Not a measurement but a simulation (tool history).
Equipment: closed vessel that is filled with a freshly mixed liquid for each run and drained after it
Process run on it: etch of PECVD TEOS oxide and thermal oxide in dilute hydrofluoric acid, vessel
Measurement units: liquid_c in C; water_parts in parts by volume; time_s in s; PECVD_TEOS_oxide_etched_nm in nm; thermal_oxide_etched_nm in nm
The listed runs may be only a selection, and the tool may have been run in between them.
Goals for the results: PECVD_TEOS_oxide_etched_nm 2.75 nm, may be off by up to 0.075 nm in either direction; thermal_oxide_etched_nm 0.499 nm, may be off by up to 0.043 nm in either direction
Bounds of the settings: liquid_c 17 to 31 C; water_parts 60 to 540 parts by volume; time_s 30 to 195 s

run	hour	liquid_c	water_parts	time_s	PECVD_TEOS_oxide_etched_nm	thermal_oxide_etched_nm
1	0	23	300	100	6.6277	1.1638
2	8.8	22.5	315	100	5.9513	1.1312
3	16.3	22.5	335	100	5.586	0.97538
4	18.8	22.5	275	100	7.1552	1.349
5	21.1	24	275	100	7.6443	1.3479
6	26.4	23.5	295	100	6.764	1.2336
7	31.1	23	310	100	6.2107	1.1906
8	39.1	23	325	100	5.934	1.0677
9	42.7	22.5	340	100	5.4997	0.93787
10	48.2	22	350	100	5.2104	0.92352
11	53.3	21.5	360	100	4.9169	0.85406
12	62.1	21	370	100	4.5996	0.83155
# hour 63.8: thermometer replaced
13	63.8	20.5	380	100	4.5456	0.8006
14	70.8	20	390	100	4.3089	0.78314
15	74.5	19.5	400	100	4.1166	0.72295
16	83.1	19	410	100	3.8717	0.71435
17	85.2	19.5	505	100	3.0144	0.53703
18	93.6	18	505	100	2.8305	0.53841
19	100.3	18.5	515	100	2.8665	0.52308

Which one of the following 5 next-run settings gets every result inside its allowed miss? There is exactly one.
A	107	21.5	520	90	?	?
B	107	19.5	510	105	?	?
C	107	31	540	75	?	?
D	107	26.5	540	85	?	?
E	107	17	530	100	?	?

move	PECVD_TEOS_oxide_etched_nm	thermal_oxide_etched_nm
A	2.7923	0.48778
B	3.1358	0.54778
C	2.9249	0.51093
D	2.9145	0.50912
E	2.6032	0.45473
A: each result inside its tolerance
B: the biggest miss grows against the last run
C: the biggest miss grows against the last run
D: the biggest miss grows against the last run
E: the result that was furthest off in the last run now lies on the other side of its target
Go with A: it meets all targets.
